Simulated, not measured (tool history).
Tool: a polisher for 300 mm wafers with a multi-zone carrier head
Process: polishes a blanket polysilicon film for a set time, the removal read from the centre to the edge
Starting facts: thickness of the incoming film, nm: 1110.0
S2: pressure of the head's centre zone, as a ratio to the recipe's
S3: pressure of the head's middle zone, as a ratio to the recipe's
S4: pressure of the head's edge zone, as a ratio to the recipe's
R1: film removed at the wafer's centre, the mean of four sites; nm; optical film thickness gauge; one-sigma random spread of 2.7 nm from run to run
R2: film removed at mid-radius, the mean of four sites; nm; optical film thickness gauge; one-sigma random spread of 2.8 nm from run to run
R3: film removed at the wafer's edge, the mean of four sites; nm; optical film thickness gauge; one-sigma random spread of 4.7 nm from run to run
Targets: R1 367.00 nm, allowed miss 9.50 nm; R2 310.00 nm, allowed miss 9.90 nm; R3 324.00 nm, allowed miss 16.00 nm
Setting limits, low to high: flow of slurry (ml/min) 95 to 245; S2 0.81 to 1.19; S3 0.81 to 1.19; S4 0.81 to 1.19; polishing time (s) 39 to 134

run 1 day=0.000 | flow_of_slurry_(ml/min)=155 S2=1.00 S3=1.00 S4=1.00 polishing_time_(s)=86 | R1=427.80 R2=454.71 R3=426.41
run 2 day=0.271 | flow_of_slurry_(ml/min)=185 S2=1.00 S3=1.00 S4=1.00 polishing_time_(s)=86 | R1=436.61 R2=464.83 R3=435.27
run 3 day=0.467 | flow_of_slurry_(ml/min)=175 S2=1.01 S3=0.95 S4=0.97 polishing_time_(s)=82 | R1=417.12 R2=420.68 R3=408.29
run 4 day=0.579 | flow_of_slurry_(ml/min)=175 S2=1.01 S3=0.95 S4=0.91 polishing_time_(s)=82 | R1=419.10 R2=421.71 R3=397.10
run 5 day=0.850 | flow_of_slurry_(ml/min)=165 S2=1.02 S3=0.91 S4=0.89 polishing_time_(s)=79 | R1=401.17 R2=386.46 R3=390.24
run 6 day=1.146 | flow_of_slurry_(ml/min)=170 S2=1.04 S3=0.90 S4=0.88 polishing_time_(s)=75 | R1=390.91 R2=363.06 R3=358.66
run 7 day=1.179 | flow_of_slurry_(ml/min)=165 S2=1.05 S3=0.89 S4=0.87 polishing_time_(s)=74 | R1=385.97 R2=354.32 R3=349.71
run 8 day=1.438 | flow_of_slurry_(ml/min)=155 S2=1.06 S3=0.87 S4=0.86 polishing_time_(s)=73 | R1=380.89 R2=339.64 R3=335.37
run 9 day=1.650 | flow_of_slurry_(ml/min)=150 S2=1.06 S3=0.85 S4=0.87 polishing_time_(s)=73 | R1=374.11 R2=328.09 R3=343.91
run 10 day=1.942 | flow_of_slurry_(ml/min)=145 S2=1.07 S3=0.85 S4=0.86 polishing_time_(s)=73 | R1=381.96 R2=329.97 R3=338.81
run 11 day=2.062 | flow_of_slurry_(ml/min)=140 S2=1.07 S3=0.84 S4=0.85 polishing_time_(s)=73 | R1=374.72 R2=326.44 R3=338.72

Of the 5 settings listed for the next run, only one would bring every result within its allowed miss of target. Which one?
run A day=2.183 | flow_of_slurry_(ml/min)=155 S2=1.15 S3=0.84 S4=0.87 polishing_time_(s)=69 | R1=? R2=? R3=?
run B day=2.183 | flow_of_slurry_(ml/min)=140 S2=1.18 S3=0.93 S4=0.85 polishing_time_(s)=65 | R1=? R2=? R3=?
run C day=2.183 | flow_of_slurry_(ml/min)=180 S2=1.07 S3=0.83 S4=0.89 polishing_time_(s)=67 | R1=? R2=? R3=?
run D day=2.183 | flow_of_slurry_(ml/min)=145 S2=1.14 S3=0.84 S4=0.86 polishing_time_(s)=70 | R1=? R2=? R3=?
run E day=2.183 | flow_of_slurry_(ml/min)=130 S2=1.08 S3=0.81 S4=0.87 polishing_time_(s)=69 | R1=? R2=? R3=?

move=A R1=391.19 R2=305.63 R3=328.82
move=B R1=369.40 R2=306.53 R3=301.50
move=C R1=364.25 R2=302.16 R3=329.16
move=D R1=387.33 R2=305.84 R3=328.58
move=E R1=351.47 R2=285.55 R3=320.01
A: meets the target for the result that was furthest off, but another lies outside its allowed miss
B: meets the target for the result that was furthest off, but another lies outside its allowed miss
C: hits every target within its allowed miss
D: meets the target for the result that was furthest off, but another lies outside its allowed miss
E: takes the result that was furthest off past its target
The move that meets every target is C.
